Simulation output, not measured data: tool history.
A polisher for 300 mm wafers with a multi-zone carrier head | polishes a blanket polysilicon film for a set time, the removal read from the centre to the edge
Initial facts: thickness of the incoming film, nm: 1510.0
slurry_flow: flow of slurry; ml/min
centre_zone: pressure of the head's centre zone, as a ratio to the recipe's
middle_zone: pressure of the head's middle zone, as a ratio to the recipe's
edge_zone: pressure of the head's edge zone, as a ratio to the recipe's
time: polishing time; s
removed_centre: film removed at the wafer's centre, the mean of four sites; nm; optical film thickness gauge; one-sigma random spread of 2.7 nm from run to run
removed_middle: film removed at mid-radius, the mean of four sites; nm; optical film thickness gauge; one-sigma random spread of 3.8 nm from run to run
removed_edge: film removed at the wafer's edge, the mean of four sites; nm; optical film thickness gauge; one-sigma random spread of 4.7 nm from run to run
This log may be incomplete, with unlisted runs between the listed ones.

run,hour,slurry_flow,centre_zone,middle_zone,edge_zone,time,removed_centre,removed_middle,removed_edge
1,0,140,1,1,1,76,662.76,639.56,651.39
2,8.2,140,1,1.08,1,76,656.18,711.61,657.73
3,12,140,1,1.15,1,76,662.06,741.51,657.9
4,18.3,125,0.98,1.09,0.97,66,544.33,600.21,545.67
5,24.3,125,1.01,1.09,0.97,66,564.95,587.43,560.04
6,27.4,125,1.01,1.09,1.04,66,563.46,598.6,566.65
7,34.6,120,0.98,1.05,1.02,59,480.19,502.27,496.56
8,42.2,120,0.96,1.02,0.98,54,426.09,453.28,449.33
9,49.4,120,0.95,0.99,0.95,51,397.44,419.22,412.9
10,51.1,115,0.93,0.95,0.92,50,384.75,393.95,408.44
11,56.6,120,0.92,0.94,0.91,47,362.43,372.77,382.49
12,65.5,120,0.91,0.93,0.89,46,350.39,367.52,378.69
13,69.3,115,0.91,0.92,0.88,45,339.65,353.62,360.68
14,71.7,110,0.91,0.91,0.87,45,334.95,340.87,353.57
15,74.7,110,0.91,0.91,0.87,45,332.17,337.23,356.72
16,79.1,105,0.91,0.91,0.86,45,325.46,333.05,338.02
17,83.6,100,0.91,0.91,0.86,45,325.19,333.43,350.83
18,92,100,0.91,0.91,0.85,45,323.83,330.15,338.61

Run 19 has not been measured yet. What should we expect?
# hour 98.3: edge zone pressure recalibrated
19,98.3,95,0.91,0.91,0.85,45,?,?,?

{"run 19": {"removed_centre": 322.76, "removed_middle": 321.4, "removed_edge": 334.35}}
